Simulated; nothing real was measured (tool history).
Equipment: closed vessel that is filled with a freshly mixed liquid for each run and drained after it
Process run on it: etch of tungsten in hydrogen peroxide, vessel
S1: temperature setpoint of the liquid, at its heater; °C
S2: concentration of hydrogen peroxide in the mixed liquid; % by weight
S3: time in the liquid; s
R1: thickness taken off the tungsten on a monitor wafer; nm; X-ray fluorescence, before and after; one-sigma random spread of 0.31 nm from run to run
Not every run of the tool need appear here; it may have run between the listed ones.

| run | hour | S1 | S2 | S3 | R1 |
|---|---|---|---|---|---|
| 1 | 0 | 46 | 18 | 105 | 94.158 |
| 2 | 5.8 | 51 | 18 | 105 | 128.99 |
| 3 | 14.5 | 51 | 20.5 | 105 | 137.79 |
| 4 | 18.3 | 51 | 17.5 | 105 | 126.36 |
| 5 | 23.7 | 45 | 17.5 | 105 | 87.377 |
| 6 | 32.1 | 45 | 17.5 | 105 | 87.618 |
| 7 | 35.4 | 42.5 | 17.5 | 105 | 73.883 |
| 8 | 43.3 | 41 | 17.5 | 105 | 67.729 |
| 9 | 51.9 | 39.5 | 17.5 | 105 | 61.031 |
| 10 | 55 | 38.5 | 17.5 | 105 | 57.685 |
| 11 | 55.7 | 37.5 | 17.5 | 105 | 53.969 |
| 12 | 57.5 | 37 | 17.5 | 105 | 52.592 |
| 13 | 58.1 | 36.5 | 17.5 | 105 | 50.394 |

Run 14 is up next; what results do you expect?
| 14 | 66.7 | 36 | 17.5 | 105 | ? |

Run 14 gave R1 49.413 nm.

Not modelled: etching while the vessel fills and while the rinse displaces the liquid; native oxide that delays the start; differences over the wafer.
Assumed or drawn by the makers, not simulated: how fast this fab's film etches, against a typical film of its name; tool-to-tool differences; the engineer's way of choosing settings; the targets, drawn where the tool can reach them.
